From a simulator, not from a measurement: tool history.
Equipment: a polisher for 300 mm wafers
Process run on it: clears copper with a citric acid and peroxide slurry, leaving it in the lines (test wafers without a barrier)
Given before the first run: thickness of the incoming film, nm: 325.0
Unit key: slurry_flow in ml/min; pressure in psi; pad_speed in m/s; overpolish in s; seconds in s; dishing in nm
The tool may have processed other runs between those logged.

run  hour  slurry_flow  pressure  pad_speed  slurry_solids  overpolish  seconds  dishing
  1     0          150       2.1       1.24              1          15   166.66   19.193
  2   5.7          150       2.1       1.24            1.2          15   161.89   20.962
  3  12.9          150         2       1.24            1.2          17   168.97   20.844
  4  13.7          150       1.9       1.22            1.2          20   181.03   23.735
  5  21.1          150       1.9       1.22           1.35          20   177.77   24.257
  6  28.5          150       1.8       1.22           1.35          21    184.5   23.993
  7  35.2          150       1.8       1.22           1.35          22   183.19   24.934
     41.3  -- head pressure recalibrated
  8  41.3          150       1.7       1.22           1.35          23   174.69   25.443
  9  41.8          145       1.6       1.18           1.35          24   192.76    24.77

Predict the results of run 10:
 10  47.9          145       1.6       1.18           1.35          24        ?        ?

{"run 10": {"seconds": 195.89, "dishing": 24.596}}
